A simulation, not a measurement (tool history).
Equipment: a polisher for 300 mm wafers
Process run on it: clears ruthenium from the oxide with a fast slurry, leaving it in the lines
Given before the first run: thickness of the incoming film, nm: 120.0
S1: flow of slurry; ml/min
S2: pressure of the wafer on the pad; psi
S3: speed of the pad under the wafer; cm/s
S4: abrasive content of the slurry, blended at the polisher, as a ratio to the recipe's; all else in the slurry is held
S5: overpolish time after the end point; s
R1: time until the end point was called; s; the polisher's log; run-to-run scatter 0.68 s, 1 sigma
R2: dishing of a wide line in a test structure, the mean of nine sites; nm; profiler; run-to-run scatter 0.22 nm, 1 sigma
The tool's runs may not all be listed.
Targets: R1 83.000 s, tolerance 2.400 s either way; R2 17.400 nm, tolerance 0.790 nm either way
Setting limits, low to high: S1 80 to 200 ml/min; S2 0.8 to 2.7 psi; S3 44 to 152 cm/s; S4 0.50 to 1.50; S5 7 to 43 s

{"run": 1, "hour": 0.0, "S1": 130, "S2": 1.7, "S3": 98, "S4": 1.0, "S5": 22, "R1": 57.375, "R2": 27.235}
{"run": 2, "hour": 8.4, "S1": 130, "S2": 1.7, "S3": 98, "S4": 0.8, "S5": 22, "R1": 65.117, "R2": 25.924}
{"run": 3, "hour": 12.2, "S1": 130, "S2": 1.7, "S3": 98, "S4": 0.8, "S5": 26, "R1": 65.145, "R2": 27.303}
{"run": 4, "hour": 20.5, "S1": 140, "S2": 1.7, "S3": 98, "S4": 0.8, "S5": 26, "R1": 64.783, "R2": 28.321}
{"run": 5, "hour": 23.7, "S1": 140, "S2": 1.7, "S3": 98, "S4": 0.8, "S5": 25, "R1": 64.249, "R2": 27.809}
{"run": 6, "hour": 29.4, "S1": 135, "S2": 1.7, "S3": 98, "S4": 0.8, "S5": 24, "R1": 64.698, "R2": 27.122}
{"run": 7, "hour": 36.9, "S1": 135, "S2": 1.7, "S3": 98, "S4": 0.8, "S5": 24, "R1": 65.181, "R2": 27.069}
{"run": 8, "hour": 41.9, "S1": 135, "S2": 1.7, "S3": 98, "S4": 0.8, "S5": 23, "R1": 64.773, "R2": 26.372}
{"run": 9, "hour": 47.1, "S1": 135, "S2": 1.7, "S3": 98, "S4": 0.8, "S5": 22, "R1": 65.174, "R2": 25.231}
{"run": 10, "hour": 52.6, "S1": 135, "S2": 1.7, "S3": 98, "S4": 0.8, "S5": 21, "R1": 64.904, "R2": 24.587}
{"run": 11, "hour": 57.5, "S1": 135, "S2": 1.7, "S3": 98, "S4": 0.8, "S5": 20, "R1": 64.285, "R2": 24.575}
{"run": 12, "hour": 62.4, "S1": 135, "S2": 1.7, "S3": 98, "S4": 0.8, "S5": 19, "R1": 64.452, "R2": 23.555}
{"run": 13, "hour": 70.1, "S1": 135, "S2": 1.7, "S3": 98, "S4": 0.8, "S5": 18, "R1": 64.735, "R2": 22.324}
{"run": 14, "hour": 73.5, "S1": 135, "S2": 1.7, "S3": 98, "S4": 0.8, "S5": 18, "R1": 64.201, "R2": 22.498}
{"run": 15, "hour": 75.3, "S1": 125, "S2": 1.5, "S3": 98, "S4": 0.8, "S5": 16, "R1": 75.415, "R2": 19.067}
{"run": 16, "hour": 80.1, "S1": 120, "S2": 1.5, "S3": 98, "S4": 0.8, "S5": 16, "R1": 75.079, "R2": 18.749}

Of the 4 settings listed for the next run, only one would bring every result within its allowed miss of target. Which one?
{"run": "A", "hour": 84.9, "S1": 100, "S2": 1.7, "S3": 98, "S4": 0.75, "S5": 18, "R1": "?", "R2": "?"}
{"run": "B", "hour": 84.9, "S1": 80, "S2": 1.5, "S3": 116, "S4": 0.65, "S5": 16, "R1": "?", "R2": "?"}
{"run": "C", "hour": 84.9, "S1": 125, "S2": 1.6, "S3": 100, "S4": 0.55, "S5": 16, "R1": "?", "R2": "?"}
{"run": "D", "hour": 84.9, "S1": 140, "S2": 1.6, "S3": 86, "S4": 0.7, "S5": 19, "R1": "?", "R2": "?"}

move=A R1=72.398 R2=21.118
move=B R1=81.942 R2=17.694
move=C R1=87.965 R2=16.757
move=D R1=83.883 R2=19.758
A: lands further from the targets than the last run did
B: each result inside its tolerance
C: the result that was furthest off in the last run now lies on the other side of its target
D: corrects the largest miss of the last run, while another result sits out of spec
The move that meets every target is B.

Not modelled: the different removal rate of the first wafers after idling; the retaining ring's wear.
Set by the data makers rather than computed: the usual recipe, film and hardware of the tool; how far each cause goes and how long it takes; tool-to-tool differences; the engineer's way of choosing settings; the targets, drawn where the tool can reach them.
